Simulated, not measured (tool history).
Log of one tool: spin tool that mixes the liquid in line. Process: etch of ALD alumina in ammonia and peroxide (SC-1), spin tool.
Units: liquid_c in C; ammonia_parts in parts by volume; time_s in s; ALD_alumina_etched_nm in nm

| run | hour | liquid_c | ammonia_parts | time_s | ALD_alumina_etched_nm |
|---|---|---|---|---|---|
| 1 | 0.0 | 52.0 | 0.5 | 295 | 9.9061 |
| 2 | 6.9 | 54.5 | 0.5 | 295 | 11.0870 |
| 3 | 15.8 | 57.0 | 0.5 | 295 | 12.6290 |
| 4 | 19.8 | 57.0 | 0.4 | 295 | 12.4730 |
| 5 | 22.3 | 59.0 | 0.4 | 295 | 14.0260 |
| 6 | 30.2 | 62.5 | 0.4 | 295 | 16.6550 |
| 7 | 34.8 | 63.0 | 0.4 | 295 | 16.7860 |
| 8 | 41.3 | 63.5 | 0.4 | 295 | 17.4610 |

Run 9 comes next. What will it give?
| 9 | 47.8 | 64.0 | 0.4 | 295 | ? |

Run 9 gave ALD_alumina_etched_nm 17.9290 nm.
